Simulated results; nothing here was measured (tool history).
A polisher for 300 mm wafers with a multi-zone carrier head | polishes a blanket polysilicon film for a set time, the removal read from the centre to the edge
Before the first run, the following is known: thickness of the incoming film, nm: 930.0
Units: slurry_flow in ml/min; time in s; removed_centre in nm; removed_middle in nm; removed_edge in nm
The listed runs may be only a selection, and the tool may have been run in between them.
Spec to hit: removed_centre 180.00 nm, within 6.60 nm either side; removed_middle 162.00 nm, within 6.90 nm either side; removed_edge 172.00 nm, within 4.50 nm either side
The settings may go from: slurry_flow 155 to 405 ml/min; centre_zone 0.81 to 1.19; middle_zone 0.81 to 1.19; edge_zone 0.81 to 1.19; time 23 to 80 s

{"run": 1, "hour": 0.0, "slurry_flow": 260, "centre_zone": 1.0, "middle_zone": 1.0, "edge_zone": 1.0, "time": 51, "removed_centre": 273.93, "removed_middle": 271.75, "removed_edge": 272.34}
{"run": 2, "hour": 8.5, "slurry_flow": 260, "centre_zone": 0.95, "middle_zone": 1.0, "edge_zone": 1.0, "time": 51, "removed_centre": 262.45, "removed_middle": 265.82, "removed_edge": 273.18}
{"run": 3, "hour": 12.2, "slurry_flow": 230, "centre_zone": 0.95, "middle_zone": 1.0, "edge_zone": 1.0, "time": 51, "removed_centre": 259.35, "removed_middle": 265.99, "removed_edge": 269.09}
{"run": 4, "hour": 19.8, "slurry_flow": 230, "centre_zone": 0.95, "middle_zone": 1.0, "edge_zone": 1.03, "time": 51, "removed_centre": 261.06, "removed_middle": 272.11, "removed_edge": 269.54}
{"run": 5, "hour": 22.3, "slurry_flow": 270, "centre_zone": 0.95, "middle_zone": 1.0, "edge_zone": 1.03, "time": 51, "removed_centre": 262.25, "removed_middle": 268.45, "removed_edge": 277.71}
{"run": 6, "hour": 27.1, "slurry_flow": 255, "centre_zone": 0.96, "middle_zone": 0.97, "edge_zone": 0.99, "time": 46, "removed_centre": 243.34, "removed_middle": 233.37, "removed_edge": 243.25}
{"run": 7, "hour": 32.6, "slurry_flow": 220, "centre_zone": 0.87, "middle_zone": 0.87, "edge_zone": 0.89, "time": 32, "removed_centre": 150.06, "removed_middle": 147.99, "removed_edge": 158.71}
{"run": 8, "hour": 36.8, "slurry_flow": 240, "centre_zone": 0.9, "middle_zone": 0.88, "edge_zone": 0.9, "time": 32, "removed_centre": 155.12, "removed_middle": 149.71, "removed_edge": 161.03}
{"run": 9, "hour": 45.6, "slurry_flow": 245, "centre_zone": 0.93, "middle_zone": 0.89, "edge_zone": 0.91, "time": 32, "removed_centre": 160.62, "removed_middle": 151.6, "removed_edge": 162.0}
{"run": 10, "hour": 50.9, "slurry_flow": 255, "centre_zone": 0.95, "middle_zone": 0.9, "edge_zone": 0.92, "time": 32, "removed_centre": 160.86, "removed_middle": 153.14, "removed_edge": 161.96}
{"run": 11, "hour": 59.4, "slurry_flow": 255, "centre_zone": 0.98, "middle_zone": 0.91, "edge_zone": 0.94, "time": 32, "removed_centre": 165.65, "removed_middle": 155.79, "removed_edge": 166.1}
{"run": 12, "hour": 67.0, "slurry_flow": 260, "centre_zone": 1.0, "middle_zone": 0.92, "edge_zone": 0.95, "time": 32, "removed_centre": 170.78, "removed_middle": 159.44, "removed_edge": 165.12}
{"run": 13, "hour": 75.8, "slurry_flow": 285, "centre_zone": 1.02, "middle_zone": 0.9, "edge_zone": 1.01, "time": 33, "removed_centre": 180.01, "removed_middle": 160.08, "removed_edge": 178.28}

Consider the 4 candidate settings below. Which is the only one whose results all fall within their allowed miss of target?
{"run": "A", "hour": 84.6, "slurry_flow": 315, "centre_zone": 1.03, "middle_zone": 0.93, "edge_zone": 0.99, "time": 32, "removed_centre": "?", "removed_middle": "?", "removed_edge": "?"}
{"run": "B", "hour": 84.6, "slurry_flow": 310, "centre_zone": 0.99, "middle_zone": 0.85, "edge_zone": 1.06, "time": 34, "removed_centre": "?", "removed_middle": "?", "removed_edge": "?"}
{"run": "C", "hour": 84.6, "slurry_flow": 290, "centre_zone": 0.97, "middle_zone": 0.83, "edge_zone": 1.07, "time": 33, "removed_centre": "?", "removed_middle": "?", "removed_edge": "?"}
{"run": "D", "hour": 84.6, "slurry_flow": 295, "centre_zone": 1.07, "middle_zone": 0.91, "edge_zone": 0.91, "time": 31, "removed_centre": "?", "removed_middle": "?", "removed_edge": "?"}

move=A removed_centre=181.03 removed_middle=159.67 removed_edge=168.30
move=B removed_centre=185.14 removed_middle=157.31 removed_edge=184.92
move=C removed_centre=175.38 removed_middle=149.00 removed_edge=179.68
move=D removed_centre=180.63 removed_middle=151.16 removed_edge=156.16
A: hits every target within its allowed miss
B: the biggest miss grows against the last run
C: the biggest miss grows against the last run
D: takes the result that was furthest off past its target
Answer: A
